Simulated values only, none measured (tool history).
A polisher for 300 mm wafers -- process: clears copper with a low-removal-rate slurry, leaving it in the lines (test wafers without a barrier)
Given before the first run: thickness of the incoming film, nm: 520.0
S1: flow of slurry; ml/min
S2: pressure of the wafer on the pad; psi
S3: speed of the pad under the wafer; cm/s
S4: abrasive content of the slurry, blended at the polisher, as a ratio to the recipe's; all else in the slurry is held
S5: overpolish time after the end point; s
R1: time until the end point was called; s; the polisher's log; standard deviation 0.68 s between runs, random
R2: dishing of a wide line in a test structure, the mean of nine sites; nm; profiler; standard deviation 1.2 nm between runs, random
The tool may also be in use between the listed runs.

run,hour,S1,S2,S3,S4,S5,R1,R2
1,0,275,4.2,142,1,18,87.402,56.972
2,0.6,275,4.2,112,1,18,105.17,51.671
3,6,275,4.7,112,1,19,95.783,57.598
4,13.4,275,5.2,112,1,19,91.386,58.519
5,19.9,275,5.6,118,1,19,81.375,62.045
6,22.6,275,4.8,118,1,19,91.382,57.553
7,25.2,275,5.3,120,1,20,82.255,63.216

Run 8 is up next; what results do you expect?
8,31.7,275,5.6,120,1,20,?,?

{"run 8": {"R1": 81.322, "R2": 64.249}}

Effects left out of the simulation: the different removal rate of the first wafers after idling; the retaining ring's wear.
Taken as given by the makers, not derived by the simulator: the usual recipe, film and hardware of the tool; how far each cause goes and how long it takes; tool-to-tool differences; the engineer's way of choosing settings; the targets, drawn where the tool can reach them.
